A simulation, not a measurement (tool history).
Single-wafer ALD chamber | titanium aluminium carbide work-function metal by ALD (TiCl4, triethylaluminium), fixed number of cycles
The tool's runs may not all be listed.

run    day  heater temperature setpoint (°C)  triethylaluminium pulse time (s)  mean film thickness on the monitor wafer (nm)
  1  0.000                               285                              8.86                                         1.9142
  2  0.158                               285                             11.02                                         1.9660
  3  0.258                               285                             13.35                                         2.0080
  4  0.492                               280                             12.62                                         1.9495
  5  0.708                               288                             12.62                                         2.0169
  6  0.846                               283                             11.84                                         1.9764
  7  1.075                               279                             10.72                                         1.9123

The next listed run, before its measurement:
  8  1.388                               279                             10.72                                              ?

Run 8 gave mean film thickness on the monitor wafer (nm) 1.9265.
